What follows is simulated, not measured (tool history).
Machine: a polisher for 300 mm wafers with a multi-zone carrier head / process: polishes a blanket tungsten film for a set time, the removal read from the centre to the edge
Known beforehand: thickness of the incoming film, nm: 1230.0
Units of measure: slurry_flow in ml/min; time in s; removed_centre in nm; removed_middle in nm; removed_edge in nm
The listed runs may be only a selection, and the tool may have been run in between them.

run 1 day=0.000 | slurry_flow=275 centre_zone=1.00 middle_zone=1.00 edge_zone=1.00 slurry_solids=1.00 time=55 | removed_centre=233.01 removed_middle=234.64 removed_edge=240.87
run 2 day=0.208 | slurry_flow=275 centre_zone=1.02 middle_zone=1.02 edge_zone=1.01 slurry_solids=1.05 time=56 | removed_centre=240.48 removed_middle=249.52 removed_edge=243.91
run 3 day=0.429 | slurry_flow=325 centre_zone=1.02 middle_zone=1.02 edge_zone=1.01 slurry_solids=1.05 time=56 | removed_centre=251.78 removed_middle=242.87 removed_edge=243.98
run 4 day=0.658 | slurry_flow=325 centre_zone=1.02 middle_zone=1.02 edge_zone=0.94 slurry_solids=1.05 time=56 | removed_centre=253.05 removed_middle=254.19 removed_edge=236.90
run 5 day=0.842 | slurry_flow=325 centre_zone=1.02 middle_zone=0.95 edge_zone=0.94 slurry_solids=1.05 time=56 | removed_centre=251.77 removed_middle=233.74 removed_edge=239.67
run 6 day=1.158 | slurry_flow=325 centre_zone=1.02 middle_zone=0.96 edge_zone=0.95 slurry_solids=1.10 time=57 | removed_centre=260.67 removed_middle=246.15 removed_edge=247.08
run 7 day=1.329 | slurry_flow=320 centre_zone=1.04 middle_zone=1.04 edge_zone=1.05 slurry_solids=1.35 time=60 | removed_centre=292.04 removed_middle=287.04 removed_edge=283.14

Estimate the outcome of run 8 from the log above:
run 8 day=1.704 | slurry_flow=320 centre_zone=1.04 middle_zone=1.05 edge_zone=1.05 slurry_solids=1.35 time=60 | removed_centre=? removed_middle=? removed_edge=?

Run 8 came out at removed_centre 288.66 nm, removed_middle 290.14 nm, removed_edge 279.72 nm.
